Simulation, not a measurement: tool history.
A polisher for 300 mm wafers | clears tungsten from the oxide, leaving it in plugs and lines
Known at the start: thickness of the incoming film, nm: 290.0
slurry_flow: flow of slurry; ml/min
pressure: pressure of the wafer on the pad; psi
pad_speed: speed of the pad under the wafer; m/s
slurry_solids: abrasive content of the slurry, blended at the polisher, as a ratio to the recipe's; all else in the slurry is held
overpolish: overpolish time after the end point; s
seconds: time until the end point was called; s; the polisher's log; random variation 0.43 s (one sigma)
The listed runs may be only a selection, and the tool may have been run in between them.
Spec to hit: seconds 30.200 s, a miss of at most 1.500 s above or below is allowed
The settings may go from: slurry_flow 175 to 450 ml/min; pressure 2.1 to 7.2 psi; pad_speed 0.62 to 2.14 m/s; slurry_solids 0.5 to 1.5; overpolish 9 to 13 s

run,hour,slurry_flow,pressure,pad_speed,slurry_solids,overpolish,seconds
1,0.0,290,4.6,1.38,1.0,13,39.698
2,4.9,290,4.2,1.38,1.0,13,43.421
3,9.8,290,4.5,1.38,1.0,13,40.892
4,17.0,290,5.5,1.38,1.0,13,33.648
5,20.5,290,5.6,1.38,1.0,13,33.468
6,21.1,290,5.6,1.38,0.9,13,34.317
7,28.6,290,5.7,1.38,0.9,13,33.394
8,34.1,290,5.8,1.38,0.9,13,33.252
9,36.0,290,5.9,1.38,0.9,13,32.956

Below are 4 possible settings for the next run. Only one of them brings all results inside the allowed miss of their targets. Which is it?
A,37.9,305,6.1,1.34,0.7,13,?
B,37.9,280,5.9,1.34,0.8,13,?
C,37.9,175,6.5,1.46,0.8,13,?
D,37.9,295,5.8,1.66,0.9,13,?

move,seconds
A,32.975
B,33.678
C,30.489
D,27.090
A: neither nearer nor further off than the last run
B: its largest miss is bigger than the last run's
C: every result lands within tolerance
D: takes the biggest miss from the last run beyond its target
The move that meets every target is C.
